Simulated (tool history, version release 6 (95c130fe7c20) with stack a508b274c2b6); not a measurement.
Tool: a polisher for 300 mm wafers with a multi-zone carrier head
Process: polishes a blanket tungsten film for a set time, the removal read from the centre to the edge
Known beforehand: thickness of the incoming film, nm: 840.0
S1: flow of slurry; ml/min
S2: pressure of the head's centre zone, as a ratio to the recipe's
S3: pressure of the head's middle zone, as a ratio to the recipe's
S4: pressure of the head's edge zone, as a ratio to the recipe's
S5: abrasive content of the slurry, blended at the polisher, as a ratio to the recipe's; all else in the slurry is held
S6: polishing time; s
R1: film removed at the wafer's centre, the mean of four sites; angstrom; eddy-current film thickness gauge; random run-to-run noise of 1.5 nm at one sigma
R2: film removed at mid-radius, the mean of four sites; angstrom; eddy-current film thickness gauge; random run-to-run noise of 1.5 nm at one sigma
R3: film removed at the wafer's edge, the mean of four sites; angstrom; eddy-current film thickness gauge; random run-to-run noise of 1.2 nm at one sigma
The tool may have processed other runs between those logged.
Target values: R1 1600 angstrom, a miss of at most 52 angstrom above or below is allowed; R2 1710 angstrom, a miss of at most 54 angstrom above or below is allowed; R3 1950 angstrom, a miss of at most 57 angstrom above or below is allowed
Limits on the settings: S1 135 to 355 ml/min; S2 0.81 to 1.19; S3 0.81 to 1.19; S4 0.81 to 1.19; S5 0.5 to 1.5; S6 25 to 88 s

| run | day | S1 | S2 | S3 | S4 | S5 | S6 | R1 | R2 | R3 |
|---|---|---|---|---|---|---|---|---|---|---|
| 1 | 0 | 225 | 1 | 1 | 1 | 1 | 56 | 2466.3 | 2422.1 | 2478.2 |
| 2 | 0.104 | 225 | 1 | 0.94 | 1 | 1 | 56 | 2466.6 | 2304.6 | 2493.7 |
| 3 | 0.392 | 225 | 1 | 0.94 | 0.93 | 1 | 56 | 2459.9 | 2303.9 | 2403.3 |
| 4 | 0.425 | 225 | 0.97 | 0.94 | 0.93 | 1 | 56 | 2417 | 2311.6 | 2394.9 |
| 5 | 0.754 | 225 | 0.93 | 0.94 | 0.93 | 1 | 56 | 2245.9 | 2278.5 | 2376.5 |
| 6 | 0.846 | 225 | 0.93 | 0.94 | 0.89 | 1 | 56 | 2332.9 | 2322.1 | 2373.7 |
| 7 | 1.112 | 220 | 0.92 | 0.93 | 0.89 | 0.95 | 56 | 2221.9 | 2242.4 | 2303.8 |
| 8 | 1.229 | 215 | 0.91 | 0.92 | 0.89 | 0.9 | 56 | 2152.4 | 2170 | 2259.2 |
| 9 | 1.425 | 210 | 0.9 | 0.91 | 0.89 | 0.85 | 56 | 2073 | 2101 | 2186.2 |
| 10 | 1.625 | 145 | 0.81 | 0.83 | 0.99 | 0.6 | 55 | 1516.8 | 1634.3 | 1919.3 |

Which of these 4 next moves meets every target?
| A | 1.825 | 220 | 0.86 | 0.81 | 1.06 | 0.85 | 45 | ? | ? | ? |
| B | 1.825 | 140 | 0.86 | 0.81 | 1.06 | 0.7 | 50 | ? | ? | ? |
| C | 1.825 | 135 | 0.83 | 0.86 | 1.12 | 0.5 | 57 | ? | ? | ? |
| D | 1.825 | 165 | 0.83 | 0.86 | 1 | 0.8 | 49 | ? | ? | ? |

| move | R1 | R2 | R3 |
|---|---|---|---|
| A | 1602.6 | 1568.2 | 1916.1 |
| B | 1557.8 | 1533.9 | 1899 |
| C | 1442.6 | 1529.9 | 1867.8 |
| D | 1589.6 | 1681 | 1944.2 |
A: meets the target for the result that was furthest off, but another lies outside its allowed miss
B: meets the target for the result that was furthest off, but another lies outside its allowed miss
C: further off than the last run
D: in spec on every target
The move that meets every target is D.
